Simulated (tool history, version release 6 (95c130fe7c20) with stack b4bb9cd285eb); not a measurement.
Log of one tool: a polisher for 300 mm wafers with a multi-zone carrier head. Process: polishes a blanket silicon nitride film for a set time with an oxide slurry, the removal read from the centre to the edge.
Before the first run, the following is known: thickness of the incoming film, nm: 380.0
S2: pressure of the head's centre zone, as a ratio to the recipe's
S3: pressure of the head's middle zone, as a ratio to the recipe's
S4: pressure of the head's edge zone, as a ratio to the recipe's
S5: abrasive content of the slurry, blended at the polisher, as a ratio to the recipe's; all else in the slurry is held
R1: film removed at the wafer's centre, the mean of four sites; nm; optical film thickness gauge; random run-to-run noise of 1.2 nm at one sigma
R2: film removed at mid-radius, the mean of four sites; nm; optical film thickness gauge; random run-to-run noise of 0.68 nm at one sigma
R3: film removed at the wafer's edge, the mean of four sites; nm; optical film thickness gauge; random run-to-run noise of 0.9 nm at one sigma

Run 1, hour 0.0: flow of slurry (ml/min) 125, S2 1.00, S3 1.00, S4 1.00, S5 1.00, polishing time (s) 83. Result: R1 71.875 nm, R2 72.651 nm, R3 72.393 nm.
Run 2, hour 4.5: flow of slurry (ml/min) 110, S2 1.00, S3 1.00, S4 1.00, S5 1.00, polishing time (s) 83. Result: R1 70.956 nm, R2 70.860 nm, R3 72.190 nm.
Run 3, hour 10.3: flow of slurry (ml/min) 120, S2 1.03, S3 1.04, S4 1.03, S5 1.05, polishing time (s) 83. Result: R1 73.634 nm, R2 77.033 nm, R3 75.214 nm.
Run 4, hour 17.0: flow of slurry (ml/min) 135, S2 1.07, S3 1.06, S4 1.04, S5 1.10, polishing time (s) 83. Result: R1 78.955 nm, R2 80.647 nm, R3 77.141 nm.
Run 5, hour 21.4: flow of slurry (ml/min) 145, S2 1.10, S3 1.08, S4 1.05, S5 1.15, polishing time (s) 83. Result: R1 86.011 nm, R2 83.263 nm, R3 79.071 nm.
Run 6, hour 29.9: flow of slurry (ml/min) 150, S2 1.10, S3 1.11, S4 1.06, S5 1.20, polishing time (s) 83. Result: R1 88.178 nm, R2 87.297 nm, R3 80.797 nm.
Run 7, hour 36.4: flow of slurry (ml/min) 185, S2 1.11, S3 1.19, S4 1.12, S5 1.30, polishing time (s) 83. Result: R1 93.136 nm, R2 98.243 nm, R3 88.426 nm.

What does the tool deliver on the next run?
Run 8, hour 43.6: flow of slurry (ml/min) 185, S2 1.11, S3 1.19, S4 1.11, S5 1.30, polishing time (s) 83. Result: R1 ?, R2 ?, R3 ?.

{"run 8": {"R1": 94.658, "R2": 96.175, "R3": 87.091}}

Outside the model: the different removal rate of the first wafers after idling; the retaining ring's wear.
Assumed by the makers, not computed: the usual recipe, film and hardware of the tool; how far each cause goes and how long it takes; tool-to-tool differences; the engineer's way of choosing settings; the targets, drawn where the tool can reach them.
